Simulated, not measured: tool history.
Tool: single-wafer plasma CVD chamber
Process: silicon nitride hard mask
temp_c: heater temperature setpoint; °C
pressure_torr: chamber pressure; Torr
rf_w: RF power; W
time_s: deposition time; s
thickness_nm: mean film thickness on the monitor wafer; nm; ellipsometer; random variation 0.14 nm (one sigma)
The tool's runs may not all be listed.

| run | hour | temp_c | pressure_torr | rf_w | time_s | thickness_nm |
|---|---|---|---|---|---|---|
| 1 | 0 | 415 | 1.97 | 395 | 51.7 | 68.983 |
| 2 | 4.9 | 408 | 1.97 | 395 | 51.7 | 68.917 |
| 3 | 10.8 | 408 | 1.89 | 395 | 51.7 | 68.608 |
| 4 | 18.5 | 404 | 1.89 | 395 | 51.7 | 68.363 |
| 5 | 19.6 | 404 | 1.81 | 395 | 51.7 | 67.755 |
| 6 | 28 | 404 | 1.75 | 395 | 51.7 | 67.353 |
| 7 | 31.2 | 404 | 1.69 | 395 | 51.7 | 66.812 |
| 8 | 34.9 | 404 | 1.69 | 395 | 51.7 | 67.071 |

Forecast run 9:
|  | 38 | RF generator calibrated |
| 9 | 38 | 404 | 1.64 | 395 | 51.7 | ? |

{"run 9": {"thickness_nm": 68.027}}

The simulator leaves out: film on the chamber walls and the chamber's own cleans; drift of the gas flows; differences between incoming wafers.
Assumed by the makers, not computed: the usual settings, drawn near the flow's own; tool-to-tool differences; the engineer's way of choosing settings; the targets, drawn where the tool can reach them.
